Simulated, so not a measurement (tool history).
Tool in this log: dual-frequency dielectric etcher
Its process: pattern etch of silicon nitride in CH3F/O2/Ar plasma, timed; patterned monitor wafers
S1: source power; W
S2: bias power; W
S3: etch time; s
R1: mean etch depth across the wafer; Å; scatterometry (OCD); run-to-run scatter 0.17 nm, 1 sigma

{"run": 1, "day": 0.0, "S1": 340, "S2": 93, "S3": 52, "R1": 353.34}
{"run": 2, "day": 0.188, "S1": 350, "S2": 93, "S3": 52, "R1": 356.75}
{"run": 3, "day": 0.275, "S1": 350, "S2": 93, "S3": 52, "R1": 357.91}
{"run": 4, "day": 0.312, "S1": 350, "S2": 80, "S3": 52, "R1": 340.52}
{"run": 5, "day": 0.638, "S1": 360, "S2": 81, "S3": 52, "R1": 341.78}
{"run": 6, "day": 0.662, "S1": 340, "S2": 81, "S3": 52, "R1": 341.01}
{"day": 0.971, "done": "bias power generator calibrated"}
{"run": 7, "day": 0.971, "S1": 350, "S2": 84, "S3": 52, "R1": 350.53}

Run 8, settings as shown, results not yet in. Your forecast:
{"run": 8, "day": 1.204, "S1": 360, "S2": 85, "S3": 52, "R1": "?"}

{"run 8": {"R1": 354.64}}

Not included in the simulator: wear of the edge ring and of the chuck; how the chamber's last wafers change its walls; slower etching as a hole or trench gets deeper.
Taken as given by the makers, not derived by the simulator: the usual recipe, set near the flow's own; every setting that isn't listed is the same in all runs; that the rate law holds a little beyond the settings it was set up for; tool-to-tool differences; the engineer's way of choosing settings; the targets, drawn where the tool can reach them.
